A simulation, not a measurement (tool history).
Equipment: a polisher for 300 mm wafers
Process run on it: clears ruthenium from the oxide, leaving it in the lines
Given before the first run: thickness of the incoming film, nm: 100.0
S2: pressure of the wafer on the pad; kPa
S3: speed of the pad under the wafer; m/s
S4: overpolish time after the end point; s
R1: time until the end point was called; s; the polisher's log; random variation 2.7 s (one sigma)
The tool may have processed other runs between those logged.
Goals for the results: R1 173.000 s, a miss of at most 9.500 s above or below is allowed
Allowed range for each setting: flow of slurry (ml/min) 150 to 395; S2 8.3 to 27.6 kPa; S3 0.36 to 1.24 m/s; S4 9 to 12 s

Run 1, hour 0.0: flow of slurry (ml/min) 250, S2 17.9 kPa, S3 0.80 m/s, S4 12 s. Result: R1 96.431 s.
Run 2, hour 7.5: flow of slurry (ml/min) 250, S2 15.2 kPa, S3 0.78 m/s, S4 12 s. Result: R1 116.550 s.
Run 3, hour 14.2: flow of slurry (ml/min) 250, S2 15.2 kPa, S3 0.78 m/s, S4 12 s. Result: R1 118.460 s.
Run 4, hour 21.4: flow of slurry (ml/min) 250, S2 15.2 kPa, S3 0.78 m/s, S4 12 s. Result: R1 113.920 s.
Run 5, hour 23.8: flow of slurry (ml/min) 250, S2 15.2 kPa, S3 0.78 m/s, S4 12 s. Result: R1 115.210 s.
Run 6, hour 25.1: flow of slurry (ml/min) 210, S2 15.2 kPa, S3 0.78 m/s, S4 12 s. Result: R1 118.910 s.
Run 7, hour 32.0: flow of slurry (ml/min) 210, S2 13.1 kPa, S3 0.78 m/s, S4 12 s. Result: R1 132.250 s.
Run 8, hour 38.6: flow of slurry (ml/min) 210, S2 11.7 kPa, S3 0.78 m/s, S4 12 s. Result: R1 151.170 s.
Run 9, hour 42.3: flow of slurry (ml/min) 210, S2 11.0 kPa, S3 0.78 m/s, S4 12 s. Result: R1 162.340 s.

4 next moves are on the table. One of them brings every result within its allowed miss. Which?
Run A, hour 46.0: flow of slurry (ml/min) 165, S2 10.3 kPa, S3 0.70 m/s, S4 11 s. Result: R1 ?.
Run B, hour 46.0: flow of slurry (ml/min) 215, S2 11.7 kPa, S3 0.80 m/s, S4 9 s. Result: R1 ?.
Run C, hour 46.0: flow of slurry (ml/min) 175, S2 11.0 kPa, S3 0.84 m/s, S4 11 s. Result: R1 ?.
Run D, hour 46.0: flow of slurry (ml/min) 215, S2 11.0 kPa, S3 0.72 m/s, S4 12 s. Result: R1 ?.

move       R1
   A  194.030
   B  145.460
   C  151.510
   D  170.550
A: takes the result that was furthest off past its target
B: misses by more than the last run did
C: misses by more than the last run did
D: every result lands within tolerance
D is the move that brings every result within its allowed miss.
